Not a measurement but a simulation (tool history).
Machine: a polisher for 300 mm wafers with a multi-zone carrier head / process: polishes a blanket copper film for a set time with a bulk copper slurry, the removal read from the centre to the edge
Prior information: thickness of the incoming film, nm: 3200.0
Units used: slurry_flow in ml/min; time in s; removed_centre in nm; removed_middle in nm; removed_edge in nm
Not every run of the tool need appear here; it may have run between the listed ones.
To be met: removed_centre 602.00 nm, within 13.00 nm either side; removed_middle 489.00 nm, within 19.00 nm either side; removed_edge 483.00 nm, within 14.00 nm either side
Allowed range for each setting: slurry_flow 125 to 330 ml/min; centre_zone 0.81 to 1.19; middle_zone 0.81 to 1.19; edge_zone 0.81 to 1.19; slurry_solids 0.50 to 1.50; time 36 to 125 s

{"run": 1, "hour": 0.0, "slurry_flow": 210, "centre_zone": 1.0, "middle_zone": 1.0, "edge_zone": 1.0, "slurry_solids": 1.0, "time": 80, "removed_centre": 500.13, "removed_middle": 498.52, "removed_edge": 488.63}
{"run": 2, "hour": 2.0, "slurry_flow": 210, "centre_zone": 0.93, "middle_zone": 1.0, "edge_zone": 1.0, "slurry_solids": 1.0, "time": 80, "removed_centre": 453.9, "removed_middle": 495.26, "removed_edge": 498.5}
{"run": 3, "hour": 3.9, "slurry_flow": 210, "centre_zone": 0.93, "middle_zone": 0.96, "edge_zone": 1.0, "slurry_solids": 1.0, "time": 80, "removed_centre": 453.6, "removed_middle": 476.08, "removed_edge": 495.64}
{"run": 4, "hour": 5.2, "slurry_flow": 210, "centre_zone": 0.93, "middle_zone": 0.96, "edge_zone": 1.0, "slurry_solids": 1.2, "time": 80, "removed_centre": 472.4, "removed_middle": 502.47, "removed_edge": 508.06}
{"run": 5, "hour": 12.7, "slurry_flow": 210, "centre_zone": 0.93, "middle_zone": 0.96, "edge_zone": 1.0, "slurry_solids": 1.2, "time": 94, "removed_centre": 564.53, "removed_middle": 590.54, "removed_edge": 591.91}
{"run": 6, "hour": 21.6, "slurry_flow": 205, "centre_zone": 0.95, "middle_zone": 0.95, "edge_zone": 0.98, "slurry_solids": 1.15, "time": 93, "removed_centre": 560.6, "removed_middle": 572.99, "removed_edge": 580.07}
{"run": 7, "hour": 29.2, "slurry_flow": 205, "centre_zone": 0.95, "middle_zone": 0.95, "edge_zone": 0.98, "slurry_solids": 1.15, "time": 93, "removed_centre": 552.66, "removed_middle": 577.47, "removed_edge": 587.59}
{"hour": 35.8, "done": "worn pad replaced by a new one"}
{"run": 8, "hour": 35.8, "slurry_flow": 215, "centre_zone": 0.98, "middle_zone": 0.96, "edge_zone": 0.98, "slurry_solids": 1.1, "time": 91, "removed_centre": 614.65, "removed_middle": 599.86, "removed_edge": 611.07}
{"run": 9, "hour": 39.1, "slurry_flow": 215, "centre_zone": 1.01, "middle_zone": 0.98, "edge_zone": 1.01, "slurry_solids": 1.05, "time": 89, "removed_centre": 613.41, "removed_middle": 613.89, "removed_edge": 611.15}
{"run": 10, "hour": 43.3, "slurry_flow": 210, "centre_zone": 1.02, "middle_zone": 0.97, "edge_zone": 0.98, "slurry_solids": 1.1, "time": 89, "removed_centre": 621.07, "removed_middle": 606.91, "removed_edge": 592.35}
{"run": 11, "hour": 46.1, "slurry_flow": 205, "centre_zone": 1.04, "middle_zone": 0.96, "edge_zone": 0.96, "slurry_solids": 1.05, "time": 88, "removed_centre": 618.39, "removed_middle": 588.26, "removed_edge": 589.01}
{"run": 12, "hour": 54.2, "slurry_flow": 210, "centre_zone": 1.06, "middle_zone": 0.96, "edge_zone": 0.94, "slurry_solids": 1.0, "time": 85, "removed_centre": 612.3, "removed_middle": 564.43, "removed_edge": 555.25}
{"run": 13, "hour": 56.8, "slurry_flow": 210, "centre_zone": 1.07, "middle_zone": 0.96, "edge_zone": 0.92, "slurry_solids": 0.95, "time": 84, "removed_centre": 597.29, "removed_middle": 542.7, "removed_edge": 545.61}
{"run": 14, "hour": 61.1, "slurry_flow": 215, "centre_zone": 1.08, "middle_zone": 0.96, "edge_zone": 0.9, "slurry_solids": 0.9, "time": 83, "removed_centre": 594.09, "removed_middle": 539.36, "removed_edge": 521.9}
{"run": 15, "hour": 61.8, "slurry_flow": 225, "centre_zone": 1.09, "middle_zone": 0.95, "edge_zone": 0.89, "slurry_solids": 0.85, "time": 83, "removed_centre": 598.43, "removed_middle": 533.93, "removed_edge": 520.91}
{"run": 16, "hour": 70.6, "slurry_flow": 235, "centre_zone": 1.1, "middle_zone": 0.94, "edge_zone": 0.88, "slurry_solids": 0.8, "time": 83, "removed_centre": 599.01, "removed_middle": 534.2, "removed_edge": 512.44}

Of the 5 settings listed for the next run, only one would bring every result within its allowed miss of target. Which one?
{"run": "A", "hour": 79.4, "slurry_flow": 240, "centre_zone": 1.14, "middle_zone": 0.99, "edge_zone": 0.87, "slurry_solids": 0.9, "time": 81, "removed_centre": "?", "removed_middle": "?", "removed_edge": "?"}
{"run": "B", "hour": 79.4, "slurry_flow": 295, "centre_zone": 1.1, "middle_zone": 0.81, "edge_zone": 0.82, "slurry_solids": 0.95, "time": 83, "removed_centre": "?", "removed_middle": "?", "removed_edge": "?"}
{"run": "C", "hour": 79.4, "slurry_flow": 180, "centre_zone": 1.15, "middle_zone": 0.83, "edge_zone": 0.87, "slurry_solids": 0.75, "time": 81, "removed_centre": "?", "removed_middle": "?", "removed_edge": "?"}
{"run": "D", "hour": 79.4, "slurry_flow": 260, "centre_zone": 1.18, "middle_zone": 0.88, "edge_zone": 0.81, "slurry_solids": 0.9, "time": 78, "removed_centre": "?", "removed_middle": "?", "removed_edge": "?"}
{"run": "E", "hour": 79.4, "slurry_flow": 260, "centre_zone": 1.16, "middle_zone": 0.92, "edge_zone": 0.88, "slurry_solids": 1.1, "time": 73, "removed_centre": "?", "removed_middle": "?", "removed_edge": "?"}

move=A removed_centre=617.32 removed_middle=539.22 removed_edge=513.08
move=B removed_centre=631.41 removed_middle=488.10 removed_edge=529.00
move=C removed_centre=575.18 removed_middle=436.15 removed_edge=482.79
move=D removed_centre=621.56 removed_middle=477.59 removed_edge=484.53
move=E removed_centre=593.37 removed_middle=480.18 removed_edge=485.87
A: misses by more than the last run did
B: corrects the largest miss of the last run, while another result sits out of spec
C: takes the biggest miss from the last run beyond its target
D: corrects the largest miss of the last run, while another result sits out of spec
E: all results land within tolerance of their targets
Correct choice: E, which meets every target
